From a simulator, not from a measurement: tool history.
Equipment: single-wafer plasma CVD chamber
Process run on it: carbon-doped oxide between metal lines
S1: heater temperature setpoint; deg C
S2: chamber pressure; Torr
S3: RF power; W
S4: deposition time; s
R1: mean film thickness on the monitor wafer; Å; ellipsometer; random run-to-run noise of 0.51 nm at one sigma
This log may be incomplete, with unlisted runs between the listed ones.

run  hour   S1    S2   S3  S4      R1
  1     0  370  5.13  660  16  1036.7
  2   4.3  372  4.77  640  16  1004.5
  3   8.4  374  4.52  625  16  981.31
  4  17.1  374  4.52  685  16  1038.2
  5    25  375  4.29  660  16  1011.5
  6  28.4  376   4.2  640  16  978.23

For run 7, what comes out?
  7  32.6  378  4.03  635  16   ?

Run 7 came out at R1 965.15 Å.

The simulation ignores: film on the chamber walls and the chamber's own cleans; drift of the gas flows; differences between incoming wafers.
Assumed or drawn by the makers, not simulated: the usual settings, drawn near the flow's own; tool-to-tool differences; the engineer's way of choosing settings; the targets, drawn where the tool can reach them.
